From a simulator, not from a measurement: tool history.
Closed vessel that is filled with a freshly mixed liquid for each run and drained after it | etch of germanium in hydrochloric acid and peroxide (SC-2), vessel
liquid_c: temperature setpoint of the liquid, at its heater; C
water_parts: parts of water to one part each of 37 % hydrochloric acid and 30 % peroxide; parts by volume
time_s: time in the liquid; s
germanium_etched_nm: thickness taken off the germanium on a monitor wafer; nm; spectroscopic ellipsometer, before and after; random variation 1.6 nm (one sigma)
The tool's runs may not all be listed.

{"run": 1, "hour": 0.0, "liquid_c": 50, "water_parts": 6, "time_s": 100, "germanium_etched_nm": 332.1}
{"run": 2, "hour": 6.8, "liquid_c": 55, "water_parts": 6, "time_s": 100, "germanium_etched_nm": 387.06}
{"run": 3, "hour": 14.1, "liquid_c": 52.5, "water_parts": 6, "time_s": 100, "germanium_etched_nm": 360.36}
{"run": 4, "hour": 16.9, "liquid_c": 47.5, "water_parts": 6, "time_s": 100, "germanium_etched_nm": 305.06}
{"run": 5, "hour": 20.6, "liquid_c": 46.5, "water_parts": 6, "time_s": 100, "germanium_etched_nm": 296.58}
{"run": 6, "hour": 24.6, "liquid_c": 45.5, "water_parts": 6, "time_s": 100, "germanium_etched_nm": 288.08}
{"run": 7, "hour": 25.4, "liquid_c": 45, "water_parts": 6, "time_s": 100, "germanium_etched_nm": 284.37}

Forecast run 8:
{"run": 8, "hour": 30.0, "liquid_c": 44.5, "water_parts": 6, "time_s": 100, "germanium_etched_nm": "?"}

Run 8 gave germanium_etched_nm 280.76 nm.
